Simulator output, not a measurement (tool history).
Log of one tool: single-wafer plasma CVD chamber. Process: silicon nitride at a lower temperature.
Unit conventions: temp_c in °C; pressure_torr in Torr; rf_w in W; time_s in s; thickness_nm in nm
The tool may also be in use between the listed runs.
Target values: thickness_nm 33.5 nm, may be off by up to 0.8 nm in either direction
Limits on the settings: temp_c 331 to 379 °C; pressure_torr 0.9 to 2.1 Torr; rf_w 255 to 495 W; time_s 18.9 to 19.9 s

run,day,temp_c,pressure_torr,rf_w,time_s,thickness_nm
1,0,355,1.5,375,19.9,27.193
2,0.038,355,1.32,375,19.9,26.836
3,0.246,355,1.32,375,19.9,26.781
4,0.483,355,1.32,410,19.9,29.007
5,0.796,355,1.32,410,19.9,28.823
6,0.988,355,1.36,425,19.9,29.849
7,1.162,355,1.4,435,19.9,30.819
8,1.233,355,1.45,440,19.9,31.431
9,1.354,355,1.49,445,19.9,31.779
10,1.629,355,1.52,450,19.9,32.072
11,1.917,355,1.54,455,19.9,32.298

Next run, 5 choices. One meets every target within its allowed miss, the rest don't. Which?
A,2.204,351,1.76,450,18.9,?
B,2.204,349,1.57,455,19.5,?
C,2.204,358,1.65,450,18.9,?
D,2.204,349,1.87,445,19.9,?
E,2.204,350,1.59,435,19.9,?

move,thickness_nm
A,31.358
B,31.933
C,30.898
D,33.146
E,31.514
A: the biggest miss grows against the last run
B: the biggest miss grows against the last run
C: the biggest miss grows against the last run
D: hits every target within its allowed miss
E: the biggest miss grows against the last run
The right move is D.

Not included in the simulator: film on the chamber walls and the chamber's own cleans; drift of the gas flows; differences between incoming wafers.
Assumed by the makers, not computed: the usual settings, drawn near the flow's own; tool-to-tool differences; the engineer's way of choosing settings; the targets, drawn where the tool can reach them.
